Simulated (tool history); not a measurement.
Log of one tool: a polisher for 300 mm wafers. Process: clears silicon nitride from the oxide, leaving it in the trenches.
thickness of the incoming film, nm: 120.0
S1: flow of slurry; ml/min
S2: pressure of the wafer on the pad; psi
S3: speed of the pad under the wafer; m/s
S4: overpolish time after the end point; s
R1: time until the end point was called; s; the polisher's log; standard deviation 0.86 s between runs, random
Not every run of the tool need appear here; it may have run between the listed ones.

run  hour   S1   S2    S3  S4       R1
  1   0.0  130  2.3  1.24  14  125.710
  2   5.1  150  2.3  1.24  14  122.740
  3  11.3  150  2.3  1.02  14  140.280
  4  17.6  150  2.5  1.06  14  130.100
  5  25.2  150  2.7  1.14  14  112.730
  6  33.9  150  2.9  1.18  14  100.120
  7  38.4  150  3.0  1.22  14   97.832
  8  42.6  150  3.1  1.28  14   90.300
  9  50.7  150  3.2  1.32  14   84.407
 10  51.9  150  3.3  1.34  14   80.015
 11  58.7  150  3.4  1.36  14   78.809

What will run 12 give?
 12  64.1  155  3.4  1.38  14   ?

For run 12 the tool returned R1 76.490 s.
